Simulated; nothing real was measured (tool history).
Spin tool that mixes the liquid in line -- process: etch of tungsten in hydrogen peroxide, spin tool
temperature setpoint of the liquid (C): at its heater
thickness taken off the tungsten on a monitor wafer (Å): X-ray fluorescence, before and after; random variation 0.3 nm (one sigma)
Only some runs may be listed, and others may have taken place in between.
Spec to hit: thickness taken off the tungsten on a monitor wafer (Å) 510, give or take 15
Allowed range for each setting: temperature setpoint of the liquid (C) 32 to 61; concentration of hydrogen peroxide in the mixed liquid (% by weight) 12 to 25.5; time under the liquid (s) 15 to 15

run    day  temperature setpoint of the liquid (C)  concentration of hydrogen peroxide in the mixed liquid (% by weight)  time under the liquid (s)  thickness taken off the tungsten on a monitor wafer (Å)
  1      0                                      45                                                                  17.5                         15                                                   287.66
  2  0.342                                      45                                                                  17.5                         15                                                   286.41
  3  0.604                                    46.5                                                                  17.5                         15                                                   319.29
  4  0.771                                    46.5                                                                  17.5                         15                                                   320.01
  5   0.95                                    51.5                                                                  17.5                         15                                                   431.09
  6  1.158                                      52                                                                  17.5                         15                                                   444.11
  7  1.246                                    52.5                                                                  17.5                         15                                                    458.5
  8  1.358                                      53                                                                  17.5                         15                                                   472.85
  9  1.438                                    53.5                                                                  17.5                         15                                                   483.92

Exercise: of the 5 proposed moves below, exactly one satisfies all targets within the stated allowed misses. Which move is it?
  A  1.517                                      53                                                                    18                         15                                                        ?
  B  1.517                                    53.5                                                                    19                         15                                                        ?
  C  1.517                                      54                                                                    16                         15                                                        ?
  D  1.517                                    52.5                                                                  16.5                         15                                                        ?
  E  1.517                                    53.5                                                                    16                         15                                                        ?

move  thickness taken off the tungsten on a monitor wafer (Å)
   A                                                   481.31
   B                                                   509.53
   C                                                   481.75
   D                                                   447.18
   E                                                   467.58
A: moves away from the targets compared with the last run
B: in spec on every target
C: moves away from the targets compared with the last run
D: moves away from the targets compared with the last run
E: moves away from the targets compared with the last run
Go with B: it meets all targets.
